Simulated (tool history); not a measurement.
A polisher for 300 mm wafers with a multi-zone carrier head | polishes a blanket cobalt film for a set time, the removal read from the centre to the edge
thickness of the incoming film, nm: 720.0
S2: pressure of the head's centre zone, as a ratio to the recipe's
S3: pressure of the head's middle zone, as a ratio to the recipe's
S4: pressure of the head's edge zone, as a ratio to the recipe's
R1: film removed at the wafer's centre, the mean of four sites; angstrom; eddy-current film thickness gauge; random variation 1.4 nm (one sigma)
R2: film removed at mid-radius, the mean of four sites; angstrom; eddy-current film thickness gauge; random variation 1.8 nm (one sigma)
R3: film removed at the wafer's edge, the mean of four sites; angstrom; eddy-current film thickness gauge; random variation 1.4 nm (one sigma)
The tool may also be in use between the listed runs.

{"run": 1, "hour": 0.0, "flow of slurry (ml/min)": 265, "S2": 1.0, "S3": 1.0, "S4": 1.0, "polishing time (s)": 48, "R1": 1829.0, "R2": 1845.6, "R3": 1845.9}
{"run": 2, "hour": 1.3, "flow of slurry (ml/min)": 260, "S2": 0.98, "S3": 1.0, "S4": 1.0, "polishing time (s)": 47, "R1": 1733.4, "R2": 1791.3, "R3": 1786.8}
{"run": 3, "hour": 5.8, "flow of slurry (ml/min)": 255, "S2": 0.96, "S3": 1.0, "S4": 1.0, "polishing time (s)": 47, "R1": 1749.1, "R2": 1830.6, "R3": 1789.3}
{"run": 4, "hour": 6.9, "flow of slurry (ml/min)": 255, "S2": 0.96, "S3": 1.0, "S4": 1.0, "polishing time (s)": 40, "R1": 1478.6, "R2": 1490.6, "R3": 1530.3}
{"run": 5, "hour": 11.7, "flow of slurry (ml/min)": 255, "S2": 0.94, "S3": 1.01, "S4": 1.01, "polishing time (s)": 40, "R1": 1409.4, "R2": 1535.7, "R3": 1533.4}
{"run": 6, "hour": 18.5, "flow of slurry (ml/min)": 255, "S2": 0.93, "S3": 1.01, "S4": 1.02, "polishing time (s)": 40, "R1": 1431.9, "R2": 1514.1, "R3": 1523.8}
{"run": 7, "hour": 25.8, "flow of slurry (ml/min)": 250, "S2": 0.92, "S3": 1.02, "S4": 1.04, "polishing time (s)": 40, "R1": 1395.3, "R2": 1524.5, "R3": 1552.4}
{"run": 8, "hour": 34.8, "flow of slurry (ml/min)": 250, "S2": 0.91, "S3": 1.03, "S4": 1.05, "polishing time (s)": 40, "R1": 1393.6, "R2": 1554.2, "R3": 1563.4}
{"run": 9, "hour": 38.6, "flow of slurry (ml/min)": 250, "S2": 0.9, "S3": 1.03, "S4": 1.06, "polishing time (s)": 40, "R1": 1386.8, "R2": 1556.2, "R3": 1563.7}
{"run": 10, "hour": 39.1, "flow of slurry (ml/min)": 250, "S2": 0.89, "S3": 1.03, "S4": 1.07, "polishing time (s)": 40, "R1": 1346.4, "R2": 1560.6, "R3": 1569.5}

The next listed run, before its measurement:
{"run": 11, "hour": 44.9, "flow of slurry (ml/min)": 250, "S2": 0.89, "S3": 1.03, "S4": 1.08, "polishing time (s)": 40, "R1": "?", "R2": "?", "R3": "?"}

R1: 1395.4 angstrom
R2: 1581.4 angstrom
R3: 1574.6 angstrom
